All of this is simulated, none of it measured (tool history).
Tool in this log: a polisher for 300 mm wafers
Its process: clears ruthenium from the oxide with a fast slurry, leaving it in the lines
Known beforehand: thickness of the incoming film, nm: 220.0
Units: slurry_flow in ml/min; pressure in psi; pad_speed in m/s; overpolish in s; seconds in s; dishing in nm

run,day,slurry_flow,pressure,pad_speed,slurry_solids,overpolish,seconds,dishing
1,0.000,220,2.7,0.98,1.00,20,54.568,53.367
2,0.242,220,2.6,0.96,1.00,17,58.690,46.481
3,0.275,220,2.6,0.96,1.00,20,58.317,52.466
4,0.633,175,2.6,0.96,1.00,20,60.638,50.896
5,0.946,205,2.7,0.90,0.90,17,63.474,44.465
6,1.200,205,3.1,0.90,0.90,17,54.881,47.819
# day 1.567: worn pad replaced by a new one
7,1.567,230,3.2,0.82,0.80,15,54.425,44.789
8,1.767,245,3.2,0.74,0.75,13,61.084,36.172
9,1.838,265,3.3,0.68,0.70,12,64.897,32.084

What will run 10 give?
10,2.075,325,4.0,0.44,0.50,6,?,?

{"run 10": {"seconds": 90.023, "dishing": 12.332}}
